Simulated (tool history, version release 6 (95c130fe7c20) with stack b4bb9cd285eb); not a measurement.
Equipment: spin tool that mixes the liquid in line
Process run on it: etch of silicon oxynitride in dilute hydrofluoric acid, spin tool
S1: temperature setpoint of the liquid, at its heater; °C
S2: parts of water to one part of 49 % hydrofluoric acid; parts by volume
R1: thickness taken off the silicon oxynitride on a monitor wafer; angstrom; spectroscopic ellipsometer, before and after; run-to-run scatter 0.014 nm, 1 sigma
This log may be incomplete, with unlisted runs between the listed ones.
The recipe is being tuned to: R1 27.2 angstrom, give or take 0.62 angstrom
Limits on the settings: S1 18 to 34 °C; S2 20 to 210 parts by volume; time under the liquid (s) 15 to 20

run 1 hour=0 | S1=26 S2=115 time_under_the_liquid_(s)=20 | R1=9.3418
run 2 hour=4.5 | S1=28 S2=95 time_under_the_liquid_(s)=20 | R1=12.532
run 3 hour=10.8 | S1=28 S2=95 time_under_the_liquid_(s)=20 | R1=12.604
run 4 hour=19.4 | S1=28 S2=95 time_under_the_liquid_(s)=15 | R1=9.4243
run 5 hour=21.3 | S1=28 S2=70 time_under_the_liquid_(s)=15 | R1=13.005
run 6 hour=25.3 | S1=28 S2=55 time_under_the_liquid_(s)=15 | R1=17.035
run 7 hour=29.9 | S1=29 S2=45 time_under_the_liquid_(s)=15 | R1=22.034
run 8 hour=35.3 | S1=29.5 S2=45 time_under_the_liquid_(s)=15 | R1=22.321
run 9 hour=41.1 | S1=30 S2=45 time_under_the_liquid_(s)=15 | R1=22.906

Below are 4 possible settings for the next run. Only one of them brings all results inside the allowed miss of their targets. Which is it?
run A hour=46.9 | S1=34 S2=60 time_under_the_liquid_(s)=20 | R1=?
run B hour=46.9 | S1=33 S2=55 time_under_the_liquid_(s)=20 | R1=?
run C hour=46.9 | S1=33.5 S2=55 time_under_the_liquid_(s)=20 | R1=?
run D hour=46.9 | S1=29 S2=45 time_under_the_liquid_(s)=20 | R1=?

move=A R1=27.265
move=B R1=28.602
move=C R1=29.256
move=D R1=29.369
A: meets every target
B: the result that was furthest off in the last run now lies on the other side of its target
C: the result that was furthest off in the last run now lies on the other side of its target
D: the result that was furthest off in the last run now lies on the other side of its target
Go with A: it meets all targets.
